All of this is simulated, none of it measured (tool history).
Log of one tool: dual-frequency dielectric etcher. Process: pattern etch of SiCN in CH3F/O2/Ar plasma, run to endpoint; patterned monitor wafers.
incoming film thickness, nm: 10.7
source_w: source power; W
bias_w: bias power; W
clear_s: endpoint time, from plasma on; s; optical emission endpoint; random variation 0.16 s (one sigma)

run 1 day=0.000 | source_w=480 bias_w=100 | clear_s=24.379
run 2 day=0.042 | source_w=440 bias_w=97 | clear_s=25.032
run 3 day=0.192 | source_w=510 bias_w=97 | clear_s=23.847
run 4 day=0.546 | source_w=510 bias_w=84 | clear_s=24.735
run 5 day=0.704 | source_w=510 bias_w=90 | clear_s=24.363
run 6 day=0.838 | source_w=470 bias_w=87 | clear_s=24.992
run 7 day=0.867 | source_w=430 bias_w=81 | clear_s=26.455

Forecast run 8:
run 8 day=1.042 | source_w=410 bias_w=80 | clear_s=?

Run 8 gave clear_s 27.099 s.

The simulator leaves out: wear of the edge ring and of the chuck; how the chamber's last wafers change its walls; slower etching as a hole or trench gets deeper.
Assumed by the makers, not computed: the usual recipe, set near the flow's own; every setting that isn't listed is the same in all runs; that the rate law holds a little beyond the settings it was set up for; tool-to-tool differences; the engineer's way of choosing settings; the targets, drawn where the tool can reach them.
